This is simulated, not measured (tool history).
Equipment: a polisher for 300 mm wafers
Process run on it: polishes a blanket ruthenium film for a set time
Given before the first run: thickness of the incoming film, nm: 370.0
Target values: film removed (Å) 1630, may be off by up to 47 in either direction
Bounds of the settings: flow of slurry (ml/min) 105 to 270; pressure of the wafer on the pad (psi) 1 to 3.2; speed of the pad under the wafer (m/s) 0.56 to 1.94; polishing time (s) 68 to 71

run	day	flow of slurry (ml/min)	pressure of the wafer on the pad (psi)	speed of the pad under the wafer (m/s)	polishing time (s)	film removed (Å)
1	0	175	2.1	1.24	68	1130.9
2	0.342	180	2.2	1.24	68	1180.3
3	0.546	180	2.2	1	68	962.88
4	0.638	180	2.4	1	68	1034.1
5	0.871	185	2.5	1.02	68	1107
6	1.104	185	2.5	1.02	71	1165.5
7	1.212	185	2.6	1.02	71	1190.5
8	1.396	185	2.6	1.02	71	1207.3
9	1.6	210	3.2	1.04	71	1553.8

Below are 4 possible settings for the next run. Only one of them brings all results inside the allowed miss of their targets. Which is it?
A	1.804	205	3.1	1.08	69	?
B	1.804	255	3	1.18	69	?
C	1.804	225	3.2	0.96	71	?
D	1.804	230	3	1.1	68	?

move	film removed (Å)
A	1490.9
B	1615.5
C	1430.1
D	1470.1
A: its largest miss is bigger than the last run's
B: each result inside its tolerance
C: its largest miss is bigger than the last run's
D: its largest miss is bigger than the last run's
Correct choice: B, which meets every target
